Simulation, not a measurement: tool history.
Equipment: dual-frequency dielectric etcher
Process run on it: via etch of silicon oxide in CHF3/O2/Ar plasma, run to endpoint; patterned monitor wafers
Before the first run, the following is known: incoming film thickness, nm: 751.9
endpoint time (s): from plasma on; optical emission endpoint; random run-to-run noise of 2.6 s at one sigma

{"run": 1, "hour": 0.0, "source power (W)": 750, "bias power (W)": 169, "endpoint time (s)": 333.68}
{"run": 2, "hour": 8.2, "source power (W)": 750, "bias power (W)": 157, "endpoint time (s)": 348.89}
{"run": 3, "hour": 12.7, "source power (W)": 720, "bias power (W)": 156, "endpoint time (s)": 354.25}
{"run": 4, "hour": 17.5, "source power (W)": 700, "bias power (W)": 155, "endpoint time (s)": 357.7}
{"run": 5, "hour": 25.5, "source power (W)": 700, "bias power (W)": 172, "endpoint time (s)": 339.52}
{"run": 6, "hour": 28.4, "source power (W)": 670, "bias power (W)": 169, "endpoint time (s)": 348.94}
{"run": 7, "hour": 33.7, "source power (W)": 640, "bias power (W)": 167, "endpoint time (s)": 358.17}
{"run": 8, "hour": 37.2, "source power (W)": 620, "bias power (W)": 166, "endpoint time (s)": 362.83}
{"run": 9, "hour": 39.4, "source power (W)": 620, "bias power (W)": 166, "endpoint time (s)": 359.63}
{"run": 10, "hour": 46.4, "source power (W)": 600, "bias power (W)": 165, "endpoint time (s)": 364.32}

Estimate the outcome of run 11 from the log above:
{"run": 11, "hour": 51.4, "source power (W)": 580, "bias power (W)": 164, "endpoint time (s)": "?"}

endpoint time (s): 371.94

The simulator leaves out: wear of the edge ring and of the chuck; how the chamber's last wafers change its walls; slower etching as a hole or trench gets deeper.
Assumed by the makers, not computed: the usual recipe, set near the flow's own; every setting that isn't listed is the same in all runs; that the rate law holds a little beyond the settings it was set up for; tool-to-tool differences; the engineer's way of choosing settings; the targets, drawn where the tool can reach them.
